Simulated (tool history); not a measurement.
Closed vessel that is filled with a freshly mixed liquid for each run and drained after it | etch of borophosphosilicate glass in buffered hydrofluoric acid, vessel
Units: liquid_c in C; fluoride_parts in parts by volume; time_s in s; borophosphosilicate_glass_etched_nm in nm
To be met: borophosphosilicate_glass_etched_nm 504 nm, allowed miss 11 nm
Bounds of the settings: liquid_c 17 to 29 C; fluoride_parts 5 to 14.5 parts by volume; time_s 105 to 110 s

run,hour,liquid_c,fluoride_parts,time_s,borophosphosilicate_glass_etched_nm
1,0,21,9,105,297.8
2,3.9,21,10.5,105,258.62
3,5.4,21,10.5,105,256.11
4,10.8,21,13,105,208.43
5,15,21,14,105,194.21
6,21,23.5,14,105,221.2
7,29.9,24.5,12.5,105,261.81
8,36.6,25.5,11.5,105,300.46
9,45.4,26,10.5,105,335.42
10,49.1,26.5,10,105,359.83
11,53.5,29,7.5,105,535.35
12,62,28.5,7.5,105,519.68

Which of these 4 next moves meets every target?
A,70.5,29,7.5,105,?
B,70.5,29,8.5,105,?
C,70.5,25.5,7,110,?
D,70.5,28.5,7.5,110,?

move,borophosphosilicate_glass_etched_nm
A,537.53
B,484.16
C,504.88
D,548.6
A: further off than the last run
B: takes the result that was furthest off past its target
C: meets every target
D: further off than the last run
Answer: C
